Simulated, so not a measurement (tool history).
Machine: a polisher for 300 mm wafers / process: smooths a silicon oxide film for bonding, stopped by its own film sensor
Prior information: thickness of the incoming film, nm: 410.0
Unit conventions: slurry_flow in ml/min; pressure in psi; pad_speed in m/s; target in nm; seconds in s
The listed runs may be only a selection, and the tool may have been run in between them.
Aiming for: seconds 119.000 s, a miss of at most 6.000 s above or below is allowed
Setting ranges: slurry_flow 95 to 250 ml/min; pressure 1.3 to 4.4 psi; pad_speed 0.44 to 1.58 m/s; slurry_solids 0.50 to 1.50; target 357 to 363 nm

run,hour,slurry_flow,pressure,pad_speed,slurry_solids,target,seconds
1,0.0,160,2.8,1.00,1.00,357,51.353
2,3.7,180,2.8,1.00,1.00,357,50.715
3,12.6,180,2.6,0.94,1.00,357,57.896
4,17.6,180,2.6,0.94,0.85,357,67.566
5,18.2,160,2.6,0.94,0.85,357,68.054
6,20.7,160,2.4,0.94,0.85,357,72.282
7,24.3,160,2.2,0.92,0.85,357,79.580
8,27.8,160,2.1,0.90,0.85,357,85.588
9,33.4,160,2.0,0.90,0.85,357,90.960
10,36.9,160,1.9,0.90,0.85,357,93.020
11,45.6,160,1.8,0.90,0.85,357,97.955
12,54.4,160,1.7,0.90,0.85,357,106.110
# hour 60.3: slurry blender recalibrated
13,60.3,155,1.4,0.90,0.85,357,107.690

Exactly one of the 4 candidate moves below puts every result within its allowed miss. Which one?
A,66.2,145,1.3,0.84,0.80,357,?
B,66.2,145,1.4,0.94,0.85,358,?
C,66.2,125,1.6,0.78,1.05,360,?
D,66.2,120,1.3,0.86,0.85,358,?

move,seconds
A,131.700
B,105.200
C,91.800
D,123.890
A: takes the biggest miss from the last run beyond its target
B: moves away from the targets compared with the last run
C: moves away from the targets compared with the last run
D: every result lands within tolerance
D is the move that brings every result within its allowed miss.
